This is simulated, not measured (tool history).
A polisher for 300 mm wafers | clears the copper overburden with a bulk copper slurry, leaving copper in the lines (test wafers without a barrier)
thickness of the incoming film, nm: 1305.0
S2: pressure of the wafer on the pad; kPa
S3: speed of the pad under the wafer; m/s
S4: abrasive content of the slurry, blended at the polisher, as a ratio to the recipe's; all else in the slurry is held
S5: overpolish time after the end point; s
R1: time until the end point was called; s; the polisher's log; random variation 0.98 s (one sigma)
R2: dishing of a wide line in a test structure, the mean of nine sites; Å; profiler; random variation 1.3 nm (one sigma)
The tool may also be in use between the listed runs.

Run 1, hour 0.0: flow of slurry (ml/min) 265, S2 17.2 kPa, S3 1.06 m/s, S4 1.0, S5 20 s. Result: R1 131.960 s, R2 502.76 Å.
Run 2, hour 8.3: flow of slurry (ml/min) 265, S2 13.1 kPa, S3 1.06 m/s, S4 1.0, S5 20 s. Result: R1 174.020 s, R2 450.88 Å.
Run 3, hour 12.1: flow of slurry (ml/min) 265, S2 15.9 kPa, S3 1.08 m/s, S4 1.0, S5 17 s. Result: R1 140.910 s, R2 461.44 Å.
Run 4, hour 19.5: flow of slurry (ml/min) 335, S2 15.9 kPa, S3 1.08 m/s, S4 1.0, S5 17 s. Result: R1 139.720 s, R2 479.30 Å.
Run 5, hour 26.0: flow of slurry (ml/min) 335, S2 15.9 kPa, S3 1.08 m/s, S4 1.0, S5 24 s. Result: R1 139.700 s, R2 520.02 Å.
Run 6, hour 29.1: flow of slurry (ml/min) 330, S2 17.9 kPa, S3 1.10 m/s, S4 1.0, S5 21 s. Result: R1 123.200 s, R2 542.48 Å.
Run 7, hour 32.4: flow of slurry (ml/min) 320, S2 19.3 kPa, S3 1.12 m/s, S4 1.0, S5 17 s. Result: R1 110.750 s, R2 529.92 Å.

Forecast run 8:
Run 8, hour 40.3: flow of slurry (ml/min) 315, S2 23.4 kPa, S3 1.14 m/s, S4 1.0, S5 9 s. Result: R1 ?, R2 ?.

Run 8 gave R1 90.782 s, R2 474.91 Å.
